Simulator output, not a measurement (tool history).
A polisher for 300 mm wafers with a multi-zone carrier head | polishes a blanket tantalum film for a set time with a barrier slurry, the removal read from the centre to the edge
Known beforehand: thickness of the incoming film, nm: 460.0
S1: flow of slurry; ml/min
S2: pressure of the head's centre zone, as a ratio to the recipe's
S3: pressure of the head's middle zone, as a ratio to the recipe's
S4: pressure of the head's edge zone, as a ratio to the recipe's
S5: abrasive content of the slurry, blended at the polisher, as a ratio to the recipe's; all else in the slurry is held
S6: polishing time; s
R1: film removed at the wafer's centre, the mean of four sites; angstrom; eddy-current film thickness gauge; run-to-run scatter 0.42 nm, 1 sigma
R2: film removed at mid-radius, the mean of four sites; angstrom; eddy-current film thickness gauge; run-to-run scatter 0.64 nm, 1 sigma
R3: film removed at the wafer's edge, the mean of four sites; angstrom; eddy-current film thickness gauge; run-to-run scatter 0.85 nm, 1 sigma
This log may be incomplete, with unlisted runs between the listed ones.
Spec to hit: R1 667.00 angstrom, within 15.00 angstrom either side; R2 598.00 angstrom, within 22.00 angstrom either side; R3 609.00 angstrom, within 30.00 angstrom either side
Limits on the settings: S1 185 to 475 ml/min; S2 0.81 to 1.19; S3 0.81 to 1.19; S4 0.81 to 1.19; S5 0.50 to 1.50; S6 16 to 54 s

run 1 hour=0.0 | S1=305 S2=1.00 S3=1.00 S4=1.00 S5=1.00 S6=35 | R1=846.90 R2=836.65 R3=832.77
run 2 hour=8.3 | S1=310 S2=1.00 S3=0.97 S4=0.96 S5=0.85 S6=34 | R1=774.45 R2=753.70 R3=762.03
run 3 hour=10.5 | S1=310 S2=1.01 S3=0.95 S4=0.93 S5=0.75 S6=33 | R1=717.74 R2=675.67 R3=693.87
run 4 hour=14.4 | S1=305 S2=1.01 S3=0.94 S4=0.90 S5=0.70 S6=33 | R1=700.80 R2=647.07 R3=658.18
run 5 hour=19.1 | S1=305 S2=1.01 S3=0.94 S4=0.97 S5=0.70 S6=33 | R1=694.97 R2=660.17 R3=683.23
run 6 hour=26.1 | S1=290 S2=1.01 S3=0.93 S4=0.94 S5=0.70 S6=33 | R1=701.00 R2=632.22 R3=667.00
run 7 hour=33.1 | S1=280 S2=1.00 S3=0.93 S4=0.92 S5=0.70 S6=33 | R1=684.45 R2=652.46 R3=677.97
run 8 hour=36.0 | S1=345 S2=1.05 S3=0.93 S4=0.89 S5=0.50 S6=31 | R1=566.87 R2=512.10 R3=508.38
run 9 hour=37.9 | S1=325 S2=1.06 S3=0.95 S4=0.93 S5=0.55 S6=31 | R1=602.93 R2=549.75 R3=559.39
run 10 hour=43.7 | S1=310 S2=1.08 S3=0.97 S4=0.94 S5=0.55 S6=31 | R1=615.69 R2=574.18 R3=560.25
run 11 hour=49.5 | S1=290 S2=1.09 S3=0.97 S4=0.96 S5=0.55 S6=31 | R1=614.27 R2=569.38 R3=550.91
run 12 hour=55.7 | S1=290 S2=1.09 S3=0.96 S4=0.98 S5=0.60 S6=31 | R1=643.23 R2=573.75 R3=600.86
run 13 hour=63.0 | S1=285 S2=1.10 S3=0.97 S4=0.98 S5=0.60 S6=31 | R1=648.17 R2=573.89 R3=597.94
run 14 hour=64.6 | S1=280 S2=1.10 S3=0.98 S4=0.98 S5=0.60 S6=31 | R1=653.60 R2=584.98 R3=609.90
run 15 hour=69.8 | S1=280 S2=1.10 S3=0.98 S4=0.98 S5=0.60 S6=31 | R1=645.95 R2=593.70 R3=593.66

4 next moves are on the table. One of them brings every result within its allowed miss. Which?
run A hour=75.0 | S1=435 S2=1.17 S3=0.99 S4=0.92 S5=0.55 S6=30 | R1=? R2=? R3=?
run B hour=75.0 | S1=300 S2=1.16 S3=1.01 S4=1.08 S5=0.50 S6=34 | R1=? R2=? R3=?
run C hour=75.0 | S1=295 S2=1.08 S3=0.99 S4=0.99 S5=0.75 S6=27 | R1=? R2=? R3=?
run D hour=75.0 | S1=270 S2=1.14 S3=1.06 S4=1.02 S5=0.80 S6=26 | R1=? R2=? R3=?

move=A R1=650.68 R2=567.84 R3=555.97
move=B R1=672.91 R2=602.73 R3=630.55
move=C R1=620.73 R2=579.46 R3=590.81
move=D R1=636.36 R2=602.67 R3=588.96
A: misses by more than the last run did
B: all results land within tolerance of their targets
C: misses by more than the last run did
D: misses by more than the last run did
B meets every target.
